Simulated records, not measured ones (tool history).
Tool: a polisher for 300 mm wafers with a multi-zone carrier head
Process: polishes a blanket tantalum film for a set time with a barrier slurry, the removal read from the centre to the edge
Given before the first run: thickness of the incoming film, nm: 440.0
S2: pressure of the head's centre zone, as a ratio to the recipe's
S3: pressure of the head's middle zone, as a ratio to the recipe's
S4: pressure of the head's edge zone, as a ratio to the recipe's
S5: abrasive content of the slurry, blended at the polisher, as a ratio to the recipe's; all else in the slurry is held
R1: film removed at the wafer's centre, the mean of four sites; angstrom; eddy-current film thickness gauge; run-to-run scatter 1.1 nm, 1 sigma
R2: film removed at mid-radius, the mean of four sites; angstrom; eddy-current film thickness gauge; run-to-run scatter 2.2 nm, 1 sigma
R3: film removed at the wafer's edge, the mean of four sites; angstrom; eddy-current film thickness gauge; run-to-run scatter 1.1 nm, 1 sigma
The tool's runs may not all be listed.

Run 1, hour 0.0: flow of slurry (ml/min) 225, S2 1.00, S3 1.00, S4 1.00, S5 1.00, polishing time (s) 89. Result: R1 1042.7 angstrom, R2 1070.5 angstrom, R3 1113.0 angstrom.
Run 2, hour 3.7: flow of slurry (ml/min) 245, S2 1.04, S3 1.04, S4 1.02, S5 1.10, polishing time (s) 90. Result: R1 1148.2 angstrom, R2 1185.9 angstrom, R3 1164.2 angstrom.
Run 3, hour 12.0: flow of slurry (ml/min) 255, S2 1.07, S3 1.06, S4 1.05, S5 1.20, polishing time (s) 91. Result: R1 1211.9 angstrom, R2 1256.8 angstrom, R3 1224.9 angstrom.
Run 4, hour 13.2: flow of slurry (ml/min) 255, S2 1.13, S3 1.06, S4 1.05, S5 1.20, polishing time (s) 91. Result: R1 1295.7 angstrom, R2 1212.3 angstrom, R3 1234.7 angstrom.
Run 5, hour 21.3: flow of slurry (ml/min) 255, S2 1.18, S3 1.06, S4 1.05, S5 1.20, polishing time (s) 91. Result: R1 1367.8 angstrom, R2 1246.2 angstrom, R3 1233.6 angstrom.
Run 6, hour 29.3: flow of slurry (ml/min) 270, S2 1.18, S3 1.08, S4 1.05, S5 1.25, polishing time (s) 92. Result: R1 1404.3 angstrom, R2 1287.5 angstrom, R3 1252.4 angstrom.
Run 7, hour 31.2: flow of slurry (ml/min) 275, S2 1.18, S3 1.10, S4 1.06, S5 1.30, polishing time (s) 93. Result: R1 1433.4 angstrom, R2 1366.3 angstrom, R3 1298.7 angstrom.

Estimate the outcome of run 8 from the log above:
Run 8, hour 37.2: flow of slurry (ml/min) 285, S2 1.18, S3 1.11, S4 1.06, S5 1.35, polishing time (s) 94. Result: R1 ?, R2 ?, R3 ?.

R1: 1473.2 angstrom
R2: 1405.6 angstrom
R3: 1328.2 angstrom
